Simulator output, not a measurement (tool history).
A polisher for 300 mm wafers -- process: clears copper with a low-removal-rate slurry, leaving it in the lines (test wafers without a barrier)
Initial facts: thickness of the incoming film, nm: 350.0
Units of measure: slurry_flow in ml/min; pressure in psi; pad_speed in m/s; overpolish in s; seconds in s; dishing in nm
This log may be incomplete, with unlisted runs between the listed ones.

{"run": 1, "hour": 0.0, "slurry_flow": 235, "pressure": 2.1, "pad_speed": 1.22, "slurry_solids": 1.0, "overpolish": 10, "seconds": 154.17, "dishing": 17.978}
{"run": 2, "hour": 3.5, "slurry_flow": 235, "pressure": 2.1, "pad_speed": 1.22, "slurry_solids": 0.9, "overpolish": 10, "seconds": 159.81, "dishing": 17.703}
{"run": 3, "hour": 6.8, "slurry_flow": 220, "pressure": 2.0, "pad_speed": 1.22, "slurry_solids": 0.8, "overpolish": 11, "seconds": 174.8, "dishing": 17.917}
{"run": 4, "hour": 12.9, "slurry_flow": 210, "pressure": 1.9, "pad_speed": 1.22, "slurry_solids": 0.75, "overpolish": 12, "seconds": 187.65, "dishing": 17.895}
{"run": 5, "hour": 15.7, "slurry_flow": 210, "pressure": 1.9, "pad_speed": 1.22, "slurry_solids": 0.75, "overpolish": 15, "seconds": 188.95, "dishing": 21.94}
{"run": 6, "hour": 17.4, "slurry_flow": 210, "pressure": 1.9, "pad_speed": 1.52, "slurry_solids": 0.75, "overpolish": 15, "seconds": 153.41, "dishing": 26.028}
{"run": 7, "hour": 18.7, "slurry_flow": 205, "pressure": 1.7, "pad_speed": 1.5, "slurry_solids": 0.75, "overpolish": 15, "seconds": 178.18, "dishing": 22.861}

Run 8 comes next. What will it give?
{"run": 8, "hour": 26.0, "slurry_flow": 200, "pressure": 1.6, "pad_speed": 1.5, "slurry_solids": 0.75, "overpolish": 15, "seconds": "?", "dishing": "?"}

seconds: 185.07 s
dishing: 21.628 nm
